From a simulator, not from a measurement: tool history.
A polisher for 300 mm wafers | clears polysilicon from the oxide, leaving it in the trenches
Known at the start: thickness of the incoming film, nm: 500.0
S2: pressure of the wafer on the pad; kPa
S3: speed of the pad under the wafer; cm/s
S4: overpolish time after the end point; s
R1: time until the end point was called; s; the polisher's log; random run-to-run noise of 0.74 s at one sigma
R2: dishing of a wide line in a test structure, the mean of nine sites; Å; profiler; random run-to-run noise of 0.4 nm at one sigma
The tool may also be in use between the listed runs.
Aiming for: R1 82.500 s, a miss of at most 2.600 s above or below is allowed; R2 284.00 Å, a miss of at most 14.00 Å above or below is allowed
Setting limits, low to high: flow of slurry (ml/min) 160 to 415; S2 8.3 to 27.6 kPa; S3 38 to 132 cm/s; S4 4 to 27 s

{"run": 1, "hour": 0.0, "flow of slurry (ml/min)": 265, "S2": 17.9, "S3": 84, "S4": 14, "R1": 51.416, "R2": 294.11}
{"run": 2, "hour": 7.1, "flow of slurry (ml/min)": 265, "S2": 17.9, "S3": 74, "S4": 14, "R1": 58.451, "R2": 295.81}
{"run": 3, "hour": 14.6, "flow of slurry (ml/min)": 265, "S2": 13.8, "S3": 74, "S4": 14, "R1": 74.228, "R2": 287.23}
{"run": 4, "hour": 22.7, "flow of slurry (ml/min)": 220, "S2": 13.8, "S3": 74, "S4": 14, "R1": 77.271, "R2": 283.22}
{"run": 5, "hour": 28.1, "flow of slurry (ml/min)": 220, "S2": 13.8, "S3": 74, "S4": 12, "R1": 75.835, "R2": 274.89}
{"run": 6, "hour": 30.4, "flow of slurry (ml/min)": 220, "S2": 17.2, "S3": 74, "S4": 12, "R1": 62.683, "R2": 287.77}
{"run": 7, "hour": 36.7, "flow of slurry (ml/min)": 220, "S2": 15.9, "S3": 74, "S4": 13, "R1": 68.064, "R2": 277.97}
{"run": 8, "hour": 39.7, "flow of slurry (ml/min)": 215, "S2": 14.5, "S3": 62, "S4": 7, "R1": 87.751, "R2": 225.01}
{"hour": 45.4, "done": "slurry nozzle cleaned"}
{"run": 9, "hour": 45.4, "flow of slurry (ml/min)": 215, "S2": 14.5, "S3": 62, "S4": 9, "R1": 83.854, "R2": 242.77}
{"run": 10, "hour": 49.2, "flow of slurry (ml/min)": 210, "S2": 14.5, "S3": 62, "S4": 11, "R1": 83.111, "R2": 261.7}

5 candidate next runs follow, results not yet known. Just one meets every target within its allowed miss. Identify it.
{"run": "A", "hour": 53.0, "flow of slurry (ml/min)": 170, "S2": 20.7, "S3": 48, "S4": 12, "R1": "?", "R2": "?"}
{"run": "B", "hour": 53.0, "flow of slurry (ml/min)": 200, "S2": 15.2, "S3": 60, "S4": 9, "R1": "?", "R2": "?"}
{"run": "C", "hour": 53.0, "flow of slurry (ml/min)": 210, "S2": 13.1, "S3": 70, "S4": 9, "R1": "?", "R2": "?"}
{"run": "D", "hour": 53.0, "flow of slurry (ml/min)": 210, "S2": 12.4, "S3": 72, "S4": 9, "R1": "?", "R2": "?"}
{"run": "E", "hour": 53.0, "flow of slurry (ml/min)": 235, "S2": 14.5, "S3": 62, "S4": 14, "R1": "?", "R2": "?"}

move=A R1=76.585 R2=275.47
move=B R1=82.293 R2=250.15
move=C R1=81.334 R2=251.14
move=D R1=83.363 R2=249.04
move=E R1=82.188 R2=279.70
A: the worst result of the last run now meets its target, but another is out of spec
B: the biggest miss grows against the last run
C: the biggest miss grows against the last run
D: the biggest miss grows against the last run
E: all results land within tolerance of their targets
Move E is the one to make.
